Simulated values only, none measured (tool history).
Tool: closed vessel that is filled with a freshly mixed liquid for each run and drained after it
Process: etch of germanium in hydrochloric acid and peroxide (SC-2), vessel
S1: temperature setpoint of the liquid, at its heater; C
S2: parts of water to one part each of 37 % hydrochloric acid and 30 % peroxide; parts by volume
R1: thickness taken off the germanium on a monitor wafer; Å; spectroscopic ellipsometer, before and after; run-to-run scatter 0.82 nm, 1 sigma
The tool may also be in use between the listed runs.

{"run": 1, "hour": 0.0, "S1": 48.0, "S2": 8.5, "time in the liquid (s)": 100, "R1": 2396.2}
{"run": 2, "hour": 7.2, "S1": 44.5, "S2": 8.5, "time in the liquid (s)": 100, "R1": 2143.9}
{"run": 3, "hour": 14.5, "S1": 44.5, "S2": 11.0, "time in the liquid (s)": 100, "R1": 2091.6}
{"run": 4, "hour": 22.6, "S1": 42.0, "S2": 11.0, "time in the liquid (s)": 100, "R1": 1937.9}
{"run": 5, "hour": 27.9, "S1": 42.0, "S2": 11.0, "time in the liquid (s)": 100, "R1": 1916.0}
{"run": 6, "hour": 35.4, "S1": 40.5, "S2": 11.0, "time in the liquid (s)": 100, "R1": 1845.5}

Estimate the outcome of run 7 from the log above:
{"run": 7, "hour": 36.9, "S1": 39.5, "S2": 11.0, "time in the liquid (s)": 100, "R1": "?"}

R1: 1786.5 Å
